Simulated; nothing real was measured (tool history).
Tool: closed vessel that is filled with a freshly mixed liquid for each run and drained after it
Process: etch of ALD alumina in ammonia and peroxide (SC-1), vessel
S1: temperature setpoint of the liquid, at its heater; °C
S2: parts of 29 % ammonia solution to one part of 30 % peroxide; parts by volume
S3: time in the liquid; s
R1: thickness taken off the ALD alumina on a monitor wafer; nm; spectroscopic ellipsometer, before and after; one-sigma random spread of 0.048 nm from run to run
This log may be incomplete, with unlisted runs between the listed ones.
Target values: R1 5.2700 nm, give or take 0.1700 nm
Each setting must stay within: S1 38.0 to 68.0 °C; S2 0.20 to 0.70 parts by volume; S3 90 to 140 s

Run 1, hour 0.0: S1 52.0 °C, S2 0.40 parts by volume, S3 140 s. Result: R1 7.3256 nm.
Run 2, hour 3.6: S1 50.5 °C, S2 0.40 parts by volume, S3 140 s. Result: R1 6.8039 nm.
Run 3, hour 9.7: S1 50.5 °C, S2 0.40 parts by volume, S3 140 s. Result: R1 6.9112 nm.
Run 4, hour 11.5: S1 50.5 °C, S2 0.40 parts by volume, S3 140 s. Result: R1 6.7632 nm.
Run 5, hour 16.5: S1 50.5 °C, S2 0.40 parts by volume, S3 90 s. Result: R1 4.3189 nm.
Run 6, hour 17.5: S1 50.5 °C, S2 0.40 parts by volume, S3 90 s. Result: R1 4.3174 nm.
Run 7, hour 23.2: S1 51.0 °C, S2 0.40 parts by volume, S3 90 s. Result: R1 4.4824 nm.
Run 8, hour 29.1: S1 51.5 °C, S2 0.40 parts by volume, S3 90 s. Result: R1 4.6291 nm.

Exercise: of the 4 proposed moves below, exactly one satisfies all targets within the stated allowed misses. Which move is it?
Run A, hour 35.0: S1 47.0 °C, S2 0.55 parts by volume, S3 110 s. Result: R1 ?.
Run B, hour 35.0: S1 49.5 °C, S2 0.60 parts by volume, S3 110 s. Result: R1 ?.
Run C, hour 35.0: S1 51.0 °C, S2 0.50 parts by volume, S3 115 s. Result: R1 ?.
Run D, hour 35.0: S1 49.0 °C, S2 0.40 parts by volume, S3 110 s. Result: R1 ?.

move      R1
   A  4.5400
   B  5.2616
   C  5.8703
   D  4.9242
A: lands further from the targets than the last run did
B: all results in spec
C: the result that was furthest off in the last run now lies on the other side of its target
D: nearer the targets than the last run, but a result is still out of spec
B is the move that brings every result within its allowed miss.
